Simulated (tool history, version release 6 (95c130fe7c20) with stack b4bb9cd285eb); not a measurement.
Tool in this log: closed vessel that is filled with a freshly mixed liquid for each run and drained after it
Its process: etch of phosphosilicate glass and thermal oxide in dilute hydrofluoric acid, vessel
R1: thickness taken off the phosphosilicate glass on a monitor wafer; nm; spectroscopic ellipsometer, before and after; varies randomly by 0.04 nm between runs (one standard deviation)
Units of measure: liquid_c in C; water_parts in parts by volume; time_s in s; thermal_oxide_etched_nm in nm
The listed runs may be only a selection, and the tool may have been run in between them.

run 1 hour=0 | liquid_c=20 water_parts=265 time_s=120 | R1=35.693 thermal_oxide_etched_nm=1.4329
run 2 hour=1.9 | liquid_c=19.5 water_parts=310 time_s=115 | R1=27.668 thermal_oxide_etched_nm=1.1004
run 3 hour=8.9 | liquid_c=19 water_parts=345 time_s=105 | R1=21.577 thermal_oxide_etched_nm=0.86979
run 4 hour=16.3 | liquid_c=18.5 water_parts=375 time_s=100 | R1=17.977 thermal_oxide_etched_nm=0.75087
run 5 hour=20.2 | liquid_c=18.5 water_parts=395 time_s=95 | R1=16.098 thermal_oxide_etched_nm=0.65287
run 6 hour=24.5 | liquid_c=18.5 water_parts=440 time_s=95 | R1=13.963 thermal_oxide_etched_nm=0.558
run 7 hour=32.4 | liquid_c=18 water_parts=450 time_s=90 | R1=12.542 thermal_oxide_etched_nm=0.50381

What does the tool deliver on the next run?
run 8 hour=36.4 | liquid_c=17 water_parts=475 time_s=65 | R1=? thermal_oxide_etched_nm=?

{"run 8": {"R1": 8.1824, "thermal_oxide_etched_nm": 0.32944}}
